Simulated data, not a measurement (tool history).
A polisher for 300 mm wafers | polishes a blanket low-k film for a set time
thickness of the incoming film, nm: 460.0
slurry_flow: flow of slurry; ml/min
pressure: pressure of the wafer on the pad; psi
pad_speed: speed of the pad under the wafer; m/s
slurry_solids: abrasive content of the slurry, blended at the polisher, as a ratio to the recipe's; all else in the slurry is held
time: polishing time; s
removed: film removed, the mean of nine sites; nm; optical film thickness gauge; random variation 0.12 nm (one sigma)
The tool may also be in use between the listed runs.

| run | day | slurry_flow | pressure | pad_speed | slurry_solids | time | removed |
|---|---|---|---|---|---|---|---|
| 1 | 0.000 | 155 | 1.8 | 1.00 | 1.0 | 47 | 19.369 |
| 2 | 0.058 | 155 | 1.8 | 1.00 | 1.0 | 41 | 16.826 |
| 3 | 0.117 | 155 | 1.8 | 1.00 | 0.8 | 41 | 15.499 |
| 4 | 0.467 | 155 | 1.6 | 1.00 | 0.8 | 41 | 14.132 |
| 5 | 0.592 | 155 | 1.5 | 1.00 | 0.8 | 41 | 13.369 |
| 6 | 0.646 | 155 | 1.7 | 1.00 | 0.8 | 41 | 14.965 |
| 7 | 0.912 | 155 | 1.7 | 1.00 | 0.8 | 41 | 14.853 |

The next listed run, before its measurement:
| 8 | 1.221 | 155 | 1.5 | 1.00 | 0.8 | 41 | ? |

{"run 8": {"removed": 12.908}}
